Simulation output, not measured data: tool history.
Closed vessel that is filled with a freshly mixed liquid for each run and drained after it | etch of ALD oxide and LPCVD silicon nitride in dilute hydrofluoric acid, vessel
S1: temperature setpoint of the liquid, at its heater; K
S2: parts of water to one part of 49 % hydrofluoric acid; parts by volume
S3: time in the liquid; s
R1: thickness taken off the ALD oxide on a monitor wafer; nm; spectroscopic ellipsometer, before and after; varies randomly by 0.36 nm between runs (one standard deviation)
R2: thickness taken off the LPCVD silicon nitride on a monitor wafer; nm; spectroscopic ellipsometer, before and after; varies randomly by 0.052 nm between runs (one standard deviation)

run    day      S1   S2   S3      R1       R2
  1      0  299.15  185  275  37.268  0.84445
  2  0.071  299.15  185  175  23.924  0.52881
  3  0.338  299.15  240  175  17.135  0.37805
  4    0.4  299.15  240  100  9.9161    0.239
  5  0.583  299.15  240  160  15.833  0.38676
  6  0.921  300.65  240  160  16.522  0.42124
  7  0.962  301.65  200  160  21.581  0.52716
  8  1.271  303.15  170  160   27.93  0.68286
  9   1.35  304.15  150  160  34.004  0.77459
 10  1.462  304.15  150  160  33.706  0.80095
 11    1.8  305.15  140  160  37.487  0.91558

The next listed run, before its measurement:
 12  1.888  305.65  130  160   ?   ?

{"run 12": {"R1": 42.213, "R2": 0.99729}}

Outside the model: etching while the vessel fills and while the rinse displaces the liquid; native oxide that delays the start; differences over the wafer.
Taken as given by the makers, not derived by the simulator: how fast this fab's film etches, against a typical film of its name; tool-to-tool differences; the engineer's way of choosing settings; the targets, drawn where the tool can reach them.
